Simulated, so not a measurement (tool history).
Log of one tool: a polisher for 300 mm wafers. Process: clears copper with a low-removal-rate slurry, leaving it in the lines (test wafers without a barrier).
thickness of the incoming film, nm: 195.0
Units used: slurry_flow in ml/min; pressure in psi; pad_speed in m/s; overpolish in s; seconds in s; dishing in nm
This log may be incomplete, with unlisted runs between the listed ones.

{"run": 1, "hour": 0.0, "slurry_flow": 190, "pressure": 2.1, "pad_speed": 1.02, "slurry_solids": 1.0, "overpolish": 21, "seconds": 103.46, "dishing": 27.799}
{"run": 2, "hour": 8.0, "slurry_flow": 190, "pressure": 2.1, "pad_speed": 1.02, "slurry_solids": 0.8, "overpolish": 21, "seconds": 111.06, "dishing": 26.862}
{"run": 3, "hour": 15.8, "slurry_flow": 190, "pressure": 2.1, "pad_speed": 1.22, "slurry_solids": 0.8, "overpolish": 21, "seconds": 93.249, "dishing": 29.679}
{"run": 4, "hour": 22.5, "slurry_flow": 190, "pressure": 1.9, "pad_speed": 1.12, "slurry_solids": 0.8, "overpolish": 23, "seconds": 112.34, "dishing": 27.606}
{"run": 5, "hour": 27.2, "slurry_flow": 150, "pressure": 1.9, "pad_speed": 1.12, "slurry_solids": 0.8, "overpolish": 23, "seconds": 114.13, "dishing": 26.498}
{"run": 6, "hour": 33.2, "slurry_flow": 150, "pressure": 1.7, "pad_speed": 1.12, "slurry_solids": 0.8, "overpolish": 23, "seconds": 125.84, "dishing": 24.567}
{"run": 7, "hour": 38.7, "slurry_flow": 150, "pressure": 1.6, "pad_speed": 1.04, "slurry_solids": 0.8, "overpolish": 25, "seconds": 139.71, "dishing": 24.896}

Predict the results of run 8:
{"run": 8, "hour": 39.3, "slurry_flow": 150, "pressure": 1.5, "pad_speed": 0.98, "slurry_solids": 0.8, "overpolish": 26, "seconds": "?", "dishing": "?"}

seconds: 156.670 s
dishing: 22.729 nm
